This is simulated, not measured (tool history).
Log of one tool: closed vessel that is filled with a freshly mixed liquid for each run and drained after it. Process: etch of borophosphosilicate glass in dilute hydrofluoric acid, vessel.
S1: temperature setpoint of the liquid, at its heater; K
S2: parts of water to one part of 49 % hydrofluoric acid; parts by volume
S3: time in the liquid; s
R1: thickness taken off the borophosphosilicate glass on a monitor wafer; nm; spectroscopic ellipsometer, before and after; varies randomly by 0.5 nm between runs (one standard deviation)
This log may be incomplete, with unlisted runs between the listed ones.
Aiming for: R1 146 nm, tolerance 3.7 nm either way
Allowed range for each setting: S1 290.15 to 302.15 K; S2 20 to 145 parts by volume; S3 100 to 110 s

run,day,S1,S2,S3,R1
1,0,294.15,80,100,65.003
2,0.238,294.15,100,100,50.65
3,0.333,295.65,85,100,64.811
4,0.708,295.65,100,100,54.081
5,0.925,292.15,100,100,46.764
6,1.088,292.15,100,110,51.984
7,1.229,294.15,90,110,62.964
8,1.279,294.15,90,110,63.13
9,1.458,296.15,80,110,77.384
10,1.496,297.65,70,110,95.715
11,1.662,297.65,70,110,95.776
12,1.908,298.65,65,110,107.73
13,2.046,299.65,60,110,121.93
14,2.254,300.15,60,110,124.88
15,2.517,300.65,60,110,127.66
16,2.658,301.15,60,110,130.21
17,3.012,301.15,60,110,129.45

Exercise: of the 4 proposed moves below, exactly one satisfies all targets within the stated allowed misses. Which move is it?
A,3.367,302.15,65,110,?
B,3.367,300.15,60,100,?
C,3.367,300.65,55,110,?
D,3.367,301.65,50,100,?

move,R1
A,124.25
B,113.91
C,140.43
D,147.2
A: further off than the last run
B: further off than the last run
C: moves toward the targets from the last run without getting all of them in spec
D: every result lands within tolerance
The right move is D.

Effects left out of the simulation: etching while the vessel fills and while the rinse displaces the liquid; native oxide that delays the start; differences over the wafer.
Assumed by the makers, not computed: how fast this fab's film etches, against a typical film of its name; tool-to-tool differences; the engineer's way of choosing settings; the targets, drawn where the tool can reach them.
